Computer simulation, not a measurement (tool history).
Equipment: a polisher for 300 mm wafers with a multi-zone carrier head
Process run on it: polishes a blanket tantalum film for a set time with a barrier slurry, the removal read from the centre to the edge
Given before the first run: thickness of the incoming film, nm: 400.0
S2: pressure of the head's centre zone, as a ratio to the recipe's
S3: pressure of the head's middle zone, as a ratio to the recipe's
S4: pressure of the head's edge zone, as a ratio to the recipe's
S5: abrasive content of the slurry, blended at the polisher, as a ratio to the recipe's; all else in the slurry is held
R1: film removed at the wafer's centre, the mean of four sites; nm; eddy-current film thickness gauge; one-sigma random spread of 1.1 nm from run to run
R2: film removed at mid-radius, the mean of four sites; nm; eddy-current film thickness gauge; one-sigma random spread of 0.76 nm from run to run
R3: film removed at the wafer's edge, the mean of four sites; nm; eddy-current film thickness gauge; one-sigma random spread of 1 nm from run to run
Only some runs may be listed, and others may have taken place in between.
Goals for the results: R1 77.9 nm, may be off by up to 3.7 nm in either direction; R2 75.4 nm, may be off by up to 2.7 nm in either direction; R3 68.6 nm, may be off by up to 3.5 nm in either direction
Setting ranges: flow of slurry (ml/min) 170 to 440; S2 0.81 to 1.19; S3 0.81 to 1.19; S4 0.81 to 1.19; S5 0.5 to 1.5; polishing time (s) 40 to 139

run 1 day=0 | flow_of_slurry_(ml/min)=280 S2=1 S3=1 S4=1 S5=1 polishing_time_(s)=89 | R1=119 R2=117.07 R3=122.8
run 2 day=0.312 | flow_of_slurry_(ml/min)=285 S2=1.02 S3=1.02 S4=0.96 S5=0.85 polishing_time_(s)=79 | R1=98.677 R2=96.883 R3=98.906
run 3 day=0.654 | flow_of_slurry_(ml/min)=285 S2=1.02 S3=1.02 S4=1 S5=0.85 polishing_time_(s)=79 | R1=98.358 R2=98.764 R3=99.617
run 4 day=0.825 | flow_of_slurry_(ml/min)=290 S2=1.05 S3=1.04 S4=0.98 S5=0.75 polishing_time_(s)=75 | R1=90.313 R2=87.604 R3=84.63
run 5 day=0.908 | flow_of_slurry_(ml/min)=290 S2=1.05 S3=1.04 S4=0.98 S5=0.65 polishing_time_(s)=75 | R1=79.409 R2=78.23 R3=74.309
run 6 day=1.225 | flow_of_slurry_(ml/min)=290 S2=0.99 S3=1.04 S4=0.98 S5=0.65 polishing_time_(s)=75 | R1=76.353 R2=77.116 R3=75.542
run 7 day=1.267 | flow_of_slurry_(ml/min)=295 S2=1.01 S3=1.05 S4=0.97 S5=0.6 polishing_time_(s)=75 | R1=70.784 R2=73.336 R3=71.193
run 8 day=1.325 | flow_of_slurry_(ml/min)=295 S2=1.04 S3=1.05 S4=0.96 S5=0.6 polishing_time_(s)=75 | R1=72.786 R2=72.442 R3=68.055
run 9 day=1.658 | flow_of_slurry_(ml/min)=295 S2=1.06 S3=1.05 S4=0.97 S5=0.6 polishing_time_(s)=75 | R1=75.368 R2=72.566 R3=70.232

Which one of the following 4 next-run settings gets every result inside its allowed miss? There is exactly one.
run A day=1.992 | flow_of_slurry_(ml/min)=365 S2=0.96 S3=1.04 S4=1.07 S5=0.7 polishing_time_(s)=68 | R1=? R2=? R3=?
run B day=1.992 | flow_of_slurry_(ml/min)=295 S2=1.02 S3=1.13 S4=0.93 S5=0.7 polishing_time_(s)=68 | R1=? R2=? R3=?
run C day=1.992 | flow_of_slurry_(ml/min)=290 S2=0.93 S3=0.98 S4=1.04 S5=0.6 polishing_time_(s)=79 | R1=? R2=? R3=?
run D day=1.992 | flow_of_slurry_(ml/min)=285 S2=1.1 S3=1.1 S4=0.94 S5=0.7 polishing_time_(s)=66 | R1=? R2=? R3=?

move=A R1=71.9 R2=75.914 R3=76.526
move=B R1=74.891 R2=79.955 R3=70.488
move=C R1=68.26 R2=70.97 R3=74.594
move=D R1=78.115 R2=75.538 R3=68.597
A: brings the last run's worst result on target, with another outside its allowed miss
B: moves the result that the last run missed by most past its target, out the other side
C: lands further from the targets than the last run did
D: all results land within tolerance of their targets
The move that meets every target is D.
